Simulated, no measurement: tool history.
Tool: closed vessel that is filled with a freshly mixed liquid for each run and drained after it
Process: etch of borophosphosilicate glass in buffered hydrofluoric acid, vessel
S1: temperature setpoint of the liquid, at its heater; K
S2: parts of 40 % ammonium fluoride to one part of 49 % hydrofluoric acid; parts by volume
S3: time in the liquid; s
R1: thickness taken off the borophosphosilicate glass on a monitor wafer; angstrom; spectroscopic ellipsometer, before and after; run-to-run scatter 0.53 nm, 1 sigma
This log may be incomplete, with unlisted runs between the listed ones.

| run | day | S1 | S2 | S3 | R1 |
|---|---|---|---|---|---|
| 1 | 0.000 | 297.15 | 15.0 | 30 | 594.73 |
| 2 | 0.179 | 297.15 | 12.0 | 30 | 748.97 |
| 3 | 0.550 | 295.65 | 12.0 | 30 | 694.15 |
| 4 | 0.683 | 298.65 | 12.0 | 30 | 810.35 |
| 5 | 0.925 | 297.15 | 12.0 | 30 | 746.95 |
| 6 | 1.029 | 297.15 | 9.0 | 30 | 959.01 |
| 7 | 1.288 | 295.15 | 9.0 | 30 | 877.10 |
| 8 | 1.354 | 293.65 | 9.5 | 30 | 774.61 |
| 9 | 1.717 | 292.65 | 9.5 | 30 | 715.53 |

Run 10 has not been measured yet. What should we expect?
|  | 1.904 | thermometer replaced |
| 10 | 1.904 | 290.65 | 9.5 | 30 | ? |

Run 10 measured R1 589.21 angstrom.

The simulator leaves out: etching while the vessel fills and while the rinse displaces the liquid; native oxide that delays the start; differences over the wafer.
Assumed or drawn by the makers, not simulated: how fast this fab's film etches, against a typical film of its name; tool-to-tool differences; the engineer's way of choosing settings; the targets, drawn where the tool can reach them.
